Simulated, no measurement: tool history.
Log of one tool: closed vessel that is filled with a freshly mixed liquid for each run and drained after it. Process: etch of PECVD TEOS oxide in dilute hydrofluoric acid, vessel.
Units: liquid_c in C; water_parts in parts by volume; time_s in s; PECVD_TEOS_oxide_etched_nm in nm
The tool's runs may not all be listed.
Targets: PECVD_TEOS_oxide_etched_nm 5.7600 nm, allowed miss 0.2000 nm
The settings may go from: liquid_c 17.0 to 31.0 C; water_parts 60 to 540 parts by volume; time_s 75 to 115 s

Run 1, day 0.000: liquid_c 23.0 C, water_parts 300 parts by volume, time_s 115 s. Result: PECVD_TEOS_oxide_etched_nm 8.6565 nm.
Run 2, day 0.292: liquid_c 22.5 C, water_parts 310 parts by volume, time_s 115 s. Result: PECVD_TEOS_oxide_etched_nm 8.2900 nm.
Run 3, day 0.312: liquid_c 22.0 C, water_parts 320 parts by volume, time_s 115 s. Result: PECVD_TEOS_oxide_etched_nm 7.8174 nm.
Run 4, day 0.558: liquid_c 22.0 C, water_parts 320 parts by volume, time_s 75 s. Result: PECVD_TEOS_oxide_etched_nm 5.0522 nm.
Run 5, day 0.779: liquid_c 22.0 C, water_parts 320 parts by volume, time_s 75 s. Result: PECVD_TEOS_oxide_etched_nm 5.0057 nm.
Run 6, day 1.121: liquid_c 19.0 C, water_parts 320 parts by volume, time_s 75 s. Result: PECVD_TEOS_oxide_etched_nm 4.5205 nm.
Run 7, day 1.442: liquid_c 19.5 C, water_parts 320 parts by volume, time_s 75 s. Result: PECVD_TEOS_oxide_etched_nm 4.5907 nm.
Run 8, day 1.746: liquid_c 20.0 C, water_parts 320 parts by volume, time_s 75 s. Result: PECVD_TEOS_oxide_etched_nm 4.7932 nm.
Run 9, day 1.992: liquid_c 20.5 C, water_parts 320 parts by volume, time_s 75 s. Result: PECVD_TEOS_oxide_etched_nm 4.6912 nm.
Run 10, day 2.288: liquid_c 21.0 C, water_parts 320 parts by volume, time_s 75 s. Result: PECVD_TEOS_oxide_etched_nm 4.8923 nm.
Run 11, day 2.638: liquid_c 21.5 C, water_parts 320 parts by volume, time_s 75 s. Result: PECVD_TEOS_oxide_etched_nm 4.9541 nm.
Run 12, day 2.825: liquid_c 22.0 C, water_parts 320 parts by volume, time_s 75 s. Result: PECVD_TEOS_oxide_etched_nm 5.0289 nm.
Run 13, day 2.867: liquid_c 22.5 C, water_parts 320 parts by volume, time_s 75 s. Result: PECVD_TEOS_oxide_etched_nm 5.1140 nm.
Run 14, day 3.108: liquid_c 23.0 C, water_parts 320 parts by volume, time_s 75 s. Result: PECVD_TEOS_oxide_etched_nm 5.2205 nm.

Which of these 5 next moves meets every target?
Run A, day 3.350: liquid_c 21.5 C, water_parts 350 parts by volume, time_s 90 s. Result: PECVD_TEOS_oxide_etched_nm ?.
Run B, day 3.350: liquid_c 28.0 C, water_parts 335 parts by volume, time_s 80 s. Result: PECVD_TEOS_oxide_etched_nm ?.
Run C, day 3.350: liquid_c 21.0 C, water_parts 375 parts by volume, time_s 110 s. Result: PECVD_TEOS_oxide_etched_nm ?.
Run D, day 3.350: liquid_c 23.5 C, water_parts 350 parts by volume, time_s 75 s. Result: PECVD_TEOS_oxide_etched_nm ?.
Run E, day 3.350: liquid_c 23.0 C, water_parts 340 parts by volume, time_s 95 s. Result: PECVD_TEOS_oxide_etched_nm ?.

move  PECVD_TEOS_oxide_etched_nm
   A                      5.3218
   B                      6.2360
   C                      5.8376
   D                      4.7510
   E                      6.1463
A: nearer than the last run, and not there yet
B: takes the result that was furthest off past its target
C: meets every target
D: further off than the last run
E: takes the result that was furthest off past its target
Answer: C

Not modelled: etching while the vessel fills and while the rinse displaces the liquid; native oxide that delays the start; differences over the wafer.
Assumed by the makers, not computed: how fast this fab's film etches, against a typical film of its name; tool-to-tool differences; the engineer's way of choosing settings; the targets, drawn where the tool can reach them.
